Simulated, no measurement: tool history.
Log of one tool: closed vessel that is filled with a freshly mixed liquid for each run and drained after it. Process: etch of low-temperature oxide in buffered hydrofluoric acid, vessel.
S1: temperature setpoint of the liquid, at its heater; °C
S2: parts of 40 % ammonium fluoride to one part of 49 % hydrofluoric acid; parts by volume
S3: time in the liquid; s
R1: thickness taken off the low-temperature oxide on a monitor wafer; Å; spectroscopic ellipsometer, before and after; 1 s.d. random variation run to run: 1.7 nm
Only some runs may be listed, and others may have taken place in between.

run 1 day=0 | S1=21 S2=22 S3=85 | R1=1605
run 2 day=0.354 | S1=21 S2=16 S3=85 | R1=2108.9
run 3 day=0.567 | S1=21 S2=11.5 S3=85 | R1=3005.7
run 4 day=0.754 | S1=20.5 S2=12.5 S3=85 | R1=2654.2
run 5 day=1.05 | S1=20.5 S2=12.5 S3=85 | R1=2640.7
run 6 day=1.175 | S1=20.5 S2=12.5 S3=85 | R1=2626.3
run 7 day=1.217 | S1=20 S2=13 S3=85 | R1=2459.2
run 8 day=1.262 | S1=19.5 S2=13 S3=85 | R1=2409.5
run 9 day=1.446 | S1=19 S2=13.5 S3=85 | R1=2258.1
run 10 day=1.488 | S1=19 S2=13.5 S3=85 | R1=2275.4
run 11 day=1.546 | S1=18.5 S2=13.5 S3=85 | R1=2229.8

Predict the results of run 12:
run 12 day=1.667 | S1=18 S2=14 S3=85 | R1=?

R1: 2052.8 Å
